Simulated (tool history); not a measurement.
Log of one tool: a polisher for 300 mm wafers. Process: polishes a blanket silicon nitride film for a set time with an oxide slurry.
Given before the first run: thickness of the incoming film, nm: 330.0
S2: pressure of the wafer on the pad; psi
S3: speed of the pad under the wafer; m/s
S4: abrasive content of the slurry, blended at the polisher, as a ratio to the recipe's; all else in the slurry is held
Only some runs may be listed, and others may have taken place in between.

{"run": 1, "day": 0.0, "flow of slurry (ml/min)": 275, "S2": 4.5, "S3": 1.4, "S4": 1.0, "polishing time (s)": 60, "film removed (Å)": 651.36}
{"run": 2, "day": 0.038, "flow of slurry (ml/min)": 275, "S2": 4.5, "S3": 1.58, "S4": 1.0, "polishing time (s)": 60, "film removed (Å)": 699.84}
{"run": 3, "day": 0.375, "flow of slurry (ml/min)": 270, "S2": 4.2, "S3": 1.58, "S4": 1.0, "polishing time (s)": 60, "film removed (Å)": 643.52}
{"run": 4, "day": 0.529, "flow of slurry (ml/min)": 270, "S2": 4.2, "S3": 1.4, "S4": 1.0, "polishing time (s)": 60, "film removed (Å)": 601.51}
{"run": 5, "day": 0.658, "flow of slurry (ml/min)": 270, "S2": 4.2, "S3": 1.4, "S4": 1.05, "polishing time (s)": 60, "film removed (Å)": 618.0}
{"run": 6, "day": 0.958, "flow of slurry (ml/min)": 210, "S2": 4.2, "S3": 1.4, "S4": 1.05, "polishing time (s)": 60, "film removed (Å)": 595.96}
{"run": 7, "day": 1.208, "flow of slurry (ml/min)": 205, "S2": 4.0, "S3": 1.4, "S4": 1.05, "polishing time (s)": 60, "film removed (Å)": 567.07}
{"run": 8, "day": 1.446, "flow of slurry (ml/min)": 200, "S2": 3.9, "S3": 1.4, "S4": 1.05, "polishing time (s)": 60, "film removed (Å)": 552.17}
{"run": 9, "day": 1.504, "flow of slurry (ml/min)": 200, "S2": 3.8, "S3": 1.4, "S4": 1.05, "polishing time (s)": 60, "film removed (Å)": 542.06}

The next listed run, before its measurement:
{"run": 10, "day": 1.708, "flow of slurry (ml/min)": 200, "S2": 3.7, "S3": 1.4, "S4": 1.05, "polishing time (s)": 60, "film removed (Å)": "?"}

film removed (Å): 522.18

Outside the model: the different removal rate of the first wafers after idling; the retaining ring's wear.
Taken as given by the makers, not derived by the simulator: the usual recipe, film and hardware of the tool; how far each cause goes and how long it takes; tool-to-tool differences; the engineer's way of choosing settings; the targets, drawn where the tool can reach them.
